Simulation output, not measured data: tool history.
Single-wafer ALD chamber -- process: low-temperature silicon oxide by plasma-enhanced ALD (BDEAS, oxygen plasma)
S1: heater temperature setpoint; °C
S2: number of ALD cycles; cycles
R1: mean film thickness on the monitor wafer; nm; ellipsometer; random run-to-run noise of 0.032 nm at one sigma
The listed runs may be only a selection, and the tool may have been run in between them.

run 1 day=0.000 | S1=95 S2=42 | R1=6.2608
run 2 day=0.062 | S1=90 S2=42 | R1=6.3708
run 3 day=0.158 | S1=80 S2=42 | R1=6.5703
run 4 day=0.338 | S1=80 S2=39 | R1=6.1035
run 5 day=0.408 | S1=79 S2=40 | R1=6.2621
run 6 day=0.704 | S1=78 S2=41 | R1=6.4267
run 7 day=0.729 | S1=77 S2=41 | R1=6.4937
run 8 day=0.817 | S1=76 S2=41 | R1=6.4859

Forecast run 9:
run 9 day=0.846 | S1=74 S2=43 | R1=?

R1: 6.8448 nm
